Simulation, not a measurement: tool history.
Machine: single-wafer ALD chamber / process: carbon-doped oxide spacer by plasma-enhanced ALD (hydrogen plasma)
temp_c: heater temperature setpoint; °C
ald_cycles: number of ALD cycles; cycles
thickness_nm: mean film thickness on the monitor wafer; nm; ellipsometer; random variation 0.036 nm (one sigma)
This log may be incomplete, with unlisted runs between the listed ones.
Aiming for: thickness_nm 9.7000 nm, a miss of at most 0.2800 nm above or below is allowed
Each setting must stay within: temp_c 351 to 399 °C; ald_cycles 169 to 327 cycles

run,hour,temp_c,ald_cycles,thickness_nm
1,0.0,375,248,12.4630
2,4.4,375,280,14.0950
3,9.2,375,248,12.5100
4,18.3,380,248,12.4230
5,20.1,380,227,11.4120
6,23.6,380,244,12.1920
7,26.2,381,225,11.3850
8,30.8,381,185,9.3010

Of the 5 settings listed for the next run, only one would bring every result within its allowed miss of target. Which one?
A,35.4,389,180,?
B,35.4,384,169,?
C,35.4,380,175,?
D,35.4,378,195,?
E,35.4,375,212,?

move,thickness_nm
A,9.0963
B,8.5405
C,8.8437
D,9.8544
E,10.7130
A: its largest miss is bigger than the last run's
B: its largest miss is bigger than the last run's
C: its largest miss is bigger than the last run's
D: all results in spec
E: pushes the last run's worst result past its target
D is the move that brings every result within its allowed miss.

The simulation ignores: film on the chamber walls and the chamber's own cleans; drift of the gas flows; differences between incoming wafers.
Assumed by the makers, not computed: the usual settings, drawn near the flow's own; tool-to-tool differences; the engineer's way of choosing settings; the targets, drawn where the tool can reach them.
